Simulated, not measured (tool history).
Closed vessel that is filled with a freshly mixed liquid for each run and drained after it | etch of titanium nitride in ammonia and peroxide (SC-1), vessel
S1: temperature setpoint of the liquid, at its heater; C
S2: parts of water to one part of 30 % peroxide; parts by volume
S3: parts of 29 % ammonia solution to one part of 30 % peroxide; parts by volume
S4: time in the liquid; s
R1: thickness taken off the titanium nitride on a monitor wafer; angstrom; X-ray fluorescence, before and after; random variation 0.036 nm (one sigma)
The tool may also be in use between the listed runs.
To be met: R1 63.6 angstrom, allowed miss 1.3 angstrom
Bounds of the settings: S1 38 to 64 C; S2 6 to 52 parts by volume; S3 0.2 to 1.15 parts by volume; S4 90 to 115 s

Run 1, day 0: S1 48 C, S2 29 parts by volume, S3 0.65 parts by volume, S4 115 s. Result: R1 52.775 angstrom.
Run 2, day 0.067: S1 48 C, S2 29 parts by volume, S3 0.85 parts by volume, S4 115 s. Result: R1 55.19 angstrom.
Run 3, day 0.242: S1 48.5 C, S2 29 parts by volume, S3 0.85 parts by volume, S4 115 s. Result: R1 57.077 angstrom.
Run 4, day 0.442: S1 48.5 C, S2 22.5 parts by volume, S3 0.85 parts by volume, S4 115 s. Result: R1 65.999 angstrom.
Run 5, day 0.529: S1 48.5 C, S2 22.5 parts by volume, S3 0.85 parts by volume, S4 90 s. Result: R1 51.496 angstrom.
Run 6, day 0.908: S1 46 C, S2 22.5 parts by volume, S3 0.85 parts by volume, S4 90 s. Result: R1 43.486 angstrom.
Run 7, day 0.954: S1 46.5 C, S2 22.5 parts by volume, S3 0.85 parts by volume, S4 90 s. Result: R1 44.503 angstrom.
Run 8, day 1.333: S1 47 C, S2 22.5 parts by volume, S3 0.85 parts by volume, S4 90 s. Result: R1 46.123 angstrom.
Run 9, day 1.596: S1 47.5 C, S2 22.5 parts by volume, S3 0.85 parts by volume, S4 90 s. Result: R1 47.683 angstrom.
Run 10, day 1.7: S1 48 C, S2 22.5 parts by volume, S3 0.85 parts by volume, S4 90 s. Result: R1 50.393 angstrom.
Run 11, day 1.942: S1 52 C, S2 22.5 parts by volume, S3 0.85 parts by volume, S4 90 s. Result: R1 66.393 angstrom.
Run 12, day 2.288: S1 52 C, S2 22.5 parts by volume, S3 0.85 parts by volume, S4 90 s. Result: R1 65.535 angstrom.

Which of these 4 next moves meets every target?
Run A, day 2.633: S1 50.5 C, S2 23 parts by volume, S3 0.8 parts by volume, S4 95 s. Result: R1 ?.
Run B, day 2.633: S1 49.5 C, S2 24 parts by volume, S3 0.75 parts by volume, S4 110 s. Result: R1 ?.
Run C, day 2.633: S1 51 C, S2 24 parts by volume, S3 1 parts by volume, S4 90 s. Result: R1 ?.
Run D, day 2.633: S1 51.5 C, S2 26.5 parts by volume, S3 1.05 parts by volume, S4 90 s. Result: R1 ?.

move      R1
   A  60.934
   B  63.514
   C  60.745
   D  60.032
A: takes the result that was furthest off past its target
B: meets every target
C: takes the result that was furthest off past its target
D: takes the result that was furthest off past its target
Move B is the one to make.

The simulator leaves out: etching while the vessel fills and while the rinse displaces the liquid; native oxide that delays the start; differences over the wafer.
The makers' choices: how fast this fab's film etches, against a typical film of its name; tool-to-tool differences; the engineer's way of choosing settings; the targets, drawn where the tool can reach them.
